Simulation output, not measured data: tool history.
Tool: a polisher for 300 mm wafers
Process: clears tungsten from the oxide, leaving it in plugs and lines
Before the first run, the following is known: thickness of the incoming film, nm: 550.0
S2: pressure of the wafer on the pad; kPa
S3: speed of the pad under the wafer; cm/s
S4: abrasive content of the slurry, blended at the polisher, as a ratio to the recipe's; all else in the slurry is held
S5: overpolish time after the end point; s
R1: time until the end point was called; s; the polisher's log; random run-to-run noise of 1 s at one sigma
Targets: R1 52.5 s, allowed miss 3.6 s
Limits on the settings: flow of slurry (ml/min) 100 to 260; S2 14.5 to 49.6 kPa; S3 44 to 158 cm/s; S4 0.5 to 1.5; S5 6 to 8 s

Run 1, hour 0: flow of slurry (ml/min) 165, S2 31.7 kPa, S3 100 cm/s, S4 1, S5 8 s. Result: R1 78.302 s.
Run 2, hour 7.3: flow of slurry (ml/min) 165, S2 35.2 kPa, S3 102 cm/s, S4 1, S5 8 s. Result: R1 68.47 s.
Run 3, hour 15.6: flow of slurry (ml/min) 165, S2 28.3 kPa, S3 102 cm/s, S4 1, S5 8 s. Result: R1 83.008 s.
Run 4, hour 17.5: flow of slurry (ml/min) 130, S2 28.3 kPa, S3 102 cm/s, S4 1, S5 8 s. Result: R1 87.124 s.
Run 5, hour 18.2: flow of slurry (ml/min) 130, S2 33.1 kPa, S3 104 cm/s, S4 1, S5 8 s. Result: R1 70.069 s.
Run 6, hour 21.7: flow of slurry (ml/min) 130, S2 33.1 kPa, S3 122 cm/s, S4 1, S5 8 s. Result: R1 62.057 s.
Run 7, hour 23.5: flow of slurry (ml/min) 130, S2 34.5 kPa, S3 122 cm/s, S4 1, S5 8 s. Result: R1 60.374 s.
Run 8, hour 24.3: flow of slurry (ml/min) 130, S2 35.9 kPa, S3 122 cm/s, S4 1, S5 8 s. Result: R1 57.237 s.
Run 9, hour 29.9: flow of slurry (ml/min) 130, S2 36.5 kPa, S3 122 cm/s, S4 1, S5 8 s. Result: R1 57.149 s.

Consider the 5 candidate settings below. Which is the only one whose results all fall within their allowed miss of target?
Run A, hour 35.5: flow of slurry (ml/min) 100, S2 35.9 kPa, S3 120 cm/s, S4 1.15, S5 8 s. Result: R1 ?.
Run B, hour 35.5: flow of slurry (ml/min) 125, S2 34.5 kPa, S3 116 cm/s, S4 0.9, S5 8 s. Result: R1 ?.
Run C, hour 35.5: flow of slurry (ml/min) 115, S2 37.2 kPa, S3 108 cm/s, S4 0.95, S5 8 s. Result: R1 ?.
Run D, hour 35.5: flow of slurry (ml/min) 140, S2 35.9 kPa, S3 122 cm/s, S4 0.95, S5 7 s. Result: R1 ?.
Run E, hour 35.5: flow of slurry (ml/min) 170, S2 44.1 kPa, S3 104 cm/s, S4 1.05, S5 6 s. Result: R1 ?.

move      R1
   A  57.251
   B  64.585
   C  63.726
   D  57.103
   E  51.009
A: about the same distance from the targets as the last run
B: further off than the last run
C: further off than the last run
D: about the same distance from the targets as the last run
E: all results in spec
E meets every target.
